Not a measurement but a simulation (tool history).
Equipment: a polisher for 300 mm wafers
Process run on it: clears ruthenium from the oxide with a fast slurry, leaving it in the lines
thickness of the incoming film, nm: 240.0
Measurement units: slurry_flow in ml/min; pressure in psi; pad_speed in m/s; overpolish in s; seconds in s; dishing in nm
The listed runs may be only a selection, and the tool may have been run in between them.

run 1 hour=0 | slurry_flow=285 pressure=2.4 pad_speed=0.9 slurry_solids=1 overpolish=28 | seconds=83.588 dishing=62.898
run 2 hour=1.4 | slurry_flow=285 pressure=2.4 pad_speed=0.9 slurry_solids=1 overpolish=24 | seconds=83.216 dishing=58.309
run 3 hour=7.9 | slurry_flow=285 pressure=2.4 pad_speed=1.02 slurry_solids=1 overpolish=24 | seconds=73.594 dishing=61.991
run 4 hour=12.9 | slurry_flow=285 pressure=2.3 pad_speed=1.02 slurry_solids=1 overpolish=21 | seconds=80.065 dishing=51.995
run 5 hour=13.4 | slurry_flow=285 pressure=2.3 pad_speed=1.02 slurry_solids=1 overpolish=11 | seconds=78.652 dishing=30.481
run 6 hour=15.1 | slurry_flow=285 pressure=2.6 pad_speed=1.02 slurry_solids=1 overpolish=11 | seconds=70.796 dishing=34.272
run 7 hour=17.5 | slurry_flow=285 pressure=2.2 pad_speed=0.98 slurry_solids=1 overpolish=21 | seconds=86.138 dishing=47.59

Run 8 comes next. What will it give?
run 8 hour=20.9 | slurry_flow=285 pressure=2.2 pad_speed=0.98 slurry_solids=1 overpolish=21 | seconds=? dishing=?

seconds: 84.559 s
dishing: 51.615 nm
